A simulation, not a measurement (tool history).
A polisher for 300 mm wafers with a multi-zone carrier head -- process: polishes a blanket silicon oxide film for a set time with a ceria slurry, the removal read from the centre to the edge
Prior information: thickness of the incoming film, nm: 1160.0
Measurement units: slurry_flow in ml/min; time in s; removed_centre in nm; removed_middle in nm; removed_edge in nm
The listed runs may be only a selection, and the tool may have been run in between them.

run,hour,slurry_flow,centre_zone,middle_zone,edge_zone,time,removed_centre,removed_middle,removed_edge
1,0,200,1,1,1,38,113.51,116.84,111.99
2,7.5,200,1,1,1.05,38,111.51,114.94,114.93
3,15.9,200,1,1,1.13,38,115.85,114.26,118.85
4,19.2,195,1.01,0.99,1.09,37,111.57,109.5,114.38
# hour 20.1: worn pad replaced by a new one
5,20.1,195,1.01,0.99,1.15,37,120.74,122.77,127.95
6,21.9,195,1.01,0.92,1.15,37,122.51,116.74,126.69
7,23,195,1.01,0.93,1.1,37,118.94,116.61,126.6

Run 8, settings as shown, results not yet in. Your forecast:
8,26.3,195,1.02,0.96,1.08,36,?,?,?

{"run 8": {"removed_centre": 117.07, "removed_middle": 116.74, "removed_edge": 119.43}}
